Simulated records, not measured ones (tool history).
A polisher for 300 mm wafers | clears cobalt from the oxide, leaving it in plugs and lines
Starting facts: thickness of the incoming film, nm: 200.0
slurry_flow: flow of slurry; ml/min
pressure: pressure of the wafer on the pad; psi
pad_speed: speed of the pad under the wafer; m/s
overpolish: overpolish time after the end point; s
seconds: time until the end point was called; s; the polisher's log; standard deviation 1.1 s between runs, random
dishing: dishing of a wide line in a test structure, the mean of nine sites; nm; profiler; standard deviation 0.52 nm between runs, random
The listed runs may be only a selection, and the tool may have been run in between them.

run,hour,slurry_flow,pressure,pad_speed,overpolish,seconds,dishing
1,0,205,1.3,1.12,16,56.516,35.681
2,8.4,205,1.3,1.36,16,47.305,39.683
3,11.7,205,1,1.36,16,60.317,34.736
4,17.3,205,0.9,1.32,17,69.5,33.036
5,22.9,205,0.9,1.52,17,61.234,35.472
6,31,205,0.8,1.46,18,70.644,33.887
7,37.4,205,0.8,1.44,19,70.93,33.978
8,46.2,205,0.8,1.42,21,71.652,37.148
9,52.3,205,0.8,1.38,22,73.889,37.123
10,53.1,190,0.6,1.18,28,115.26,33.137
11,59.8,245,0.7,1.18,28,95.19,37.01
12,60.7,240,0.7,1.18,28,94.526,36.797
13,66.6,240,0.6,1.18,29,110.06,34.473
14,74.6,245,0.6,1.18,29,110.63,34.204

Estimate the outcome of run 15 from the log above:
15,76.4,245,0.7,1.18,29,?,?

Logged for run 15: seconds 95.958 s, dishing 38.456 nm.
